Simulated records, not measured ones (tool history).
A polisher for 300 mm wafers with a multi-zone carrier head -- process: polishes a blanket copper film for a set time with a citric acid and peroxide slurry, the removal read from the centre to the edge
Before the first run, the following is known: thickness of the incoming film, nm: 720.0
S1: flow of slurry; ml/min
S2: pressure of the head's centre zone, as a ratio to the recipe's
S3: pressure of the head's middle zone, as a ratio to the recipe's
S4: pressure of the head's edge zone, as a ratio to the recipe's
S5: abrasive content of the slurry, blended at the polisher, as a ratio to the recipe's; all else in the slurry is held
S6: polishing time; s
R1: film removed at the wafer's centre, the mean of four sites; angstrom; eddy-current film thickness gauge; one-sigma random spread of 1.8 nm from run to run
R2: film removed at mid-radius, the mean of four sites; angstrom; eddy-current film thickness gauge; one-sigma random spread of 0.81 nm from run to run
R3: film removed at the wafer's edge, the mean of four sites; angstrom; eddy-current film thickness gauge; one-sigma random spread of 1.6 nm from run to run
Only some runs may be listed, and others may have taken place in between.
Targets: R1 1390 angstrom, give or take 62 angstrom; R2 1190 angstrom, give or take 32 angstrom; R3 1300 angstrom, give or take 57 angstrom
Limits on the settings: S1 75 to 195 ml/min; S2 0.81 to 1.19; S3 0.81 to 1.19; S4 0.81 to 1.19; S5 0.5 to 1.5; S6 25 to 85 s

run  hour   S1    S2    S3    S4    S5  S6      R1      R2      R3
  1     0  125     1     1     1     1  55  2051.5  1982.7  1967.9
  2   5.4  115     1  0.95  0.96  0.85  51  1726.8  1664.1  1735.3
  3   7.6  110  1.04  0.93  0.93  0.75  48    1580  1483.9  1569.2
  4  16.4  105  1.08  0.91   0.9  0.65  47  1537.3  1342.9    1420
  5  22.2  105  1.08  0.91   0.9   0.8  47  1643.5  1412.7  1491.8
  6  27.5  100  1.08  0.89  0.88  0.75  47  1589.7  1347.9  1449.6
  7    32   95  1.08  0.88  0.86   0.7  47  1498.2  1283.8  1428.7
  8  39.7   95  1.09  0.88  0.85  0.65  47  1525.1  1259.2  1392.4
  9  42.6   95  1.09  0.89  0.84   0.6  47  1480.1  1255.2  1352.1
 10  43.4   90  1.09  0.89  0.83   0.6  47  1398.6  1234.9  1278.2

Of the 5 settings listed for the next run, only one would bring every result within its allowed miss of target. Which one?
  A  44.2   85  1.14  0.96  0.81  0.65  45   ?   ?   ?
  B  44.2   75  1.01  0.98  0.85  0.55  49   ?   ?   ?
  C  44.2  100  1.08  0.89  0.87   0.5  47   ?   ?   ?
  D  44.2   90  1.11  0.98  0.81  0.65  45   ?   ?   ?
  E  44.2   90  1.19  1.08  0.81  0.55  45   ?   ?   ?

move      R1      R2      R3
   A  1380.4    1235  1246.4
   B  1218.5  1232.1  1263.4
   C  1350.9  1188.8  1267.2
   D  1383.3  1279.5  1263.1
   E    1391  1301.6  1197.1
A: about the same distance from the targets as the last run
B: the biggest miss grows against the last run
C: meets every target
D: the biggest miss grows against the last run
E: the biggest miss grows against the last run
So the answer is move C, the one that meets all the targets.

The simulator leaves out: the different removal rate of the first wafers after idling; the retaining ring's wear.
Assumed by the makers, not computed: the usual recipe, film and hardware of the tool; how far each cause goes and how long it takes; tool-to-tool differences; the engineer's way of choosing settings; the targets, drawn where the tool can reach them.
